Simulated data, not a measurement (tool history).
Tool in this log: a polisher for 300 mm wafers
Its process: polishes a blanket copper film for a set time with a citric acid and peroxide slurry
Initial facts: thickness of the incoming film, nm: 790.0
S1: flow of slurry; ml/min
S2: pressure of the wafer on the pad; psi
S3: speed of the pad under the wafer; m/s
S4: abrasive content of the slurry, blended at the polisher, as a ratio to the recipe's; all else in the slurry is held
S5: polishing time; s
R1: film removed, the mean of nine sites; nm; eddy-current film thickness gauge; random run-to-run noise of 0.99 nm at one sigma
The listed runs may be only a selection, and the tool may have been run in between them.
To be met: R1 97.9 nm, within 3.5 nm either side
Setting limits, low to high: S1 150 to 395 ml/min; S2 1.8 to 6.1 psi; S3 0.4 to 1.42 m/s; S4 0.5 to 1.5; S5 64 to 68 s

run,day,S1,S2,S3,S4,S5,R1
1,0,250,3.9,0.9,1,64,137.58
2,0.117,250,3.7,0.9,1,64,131.58
3,0.317,250,3.5,0.9,1,64,124.19
4,0.671,250,3.4,0.9,1,64,120.68
5,0.738,250,3.4,0.9,1,68,129.37
6,0.954,250,3.4,0.9,1,64,120.45
7,1.042,245,2.5,0.9,1,64,88.984
8,1.321,250,2.5,0.9,1,64,88.644

Which of these 5 next moves meets every target?
A,1.6,210,2.5,0.76,0.95,67,?
B,1.6,265,2.9,0.86,0.9,65,?
C,1.6,255,2.4,0.86,0.9,64,?
D,1.6,270,2.1,0.96,0.85,64,?
E,1.6,220,2.2,0.94,1.05,67,?

move,R1
A,77.116
B,98.498
C,80.629
D,78.439
E,85.94
A: moves away from the targets compared with the last run
B: in spec on every target
C: moves away from the targets compared with the last run
D: moves away from the targets compared with the last run
E: moves away from the targets compared with the last run
So the answer is move B, the one that meets all the targets.
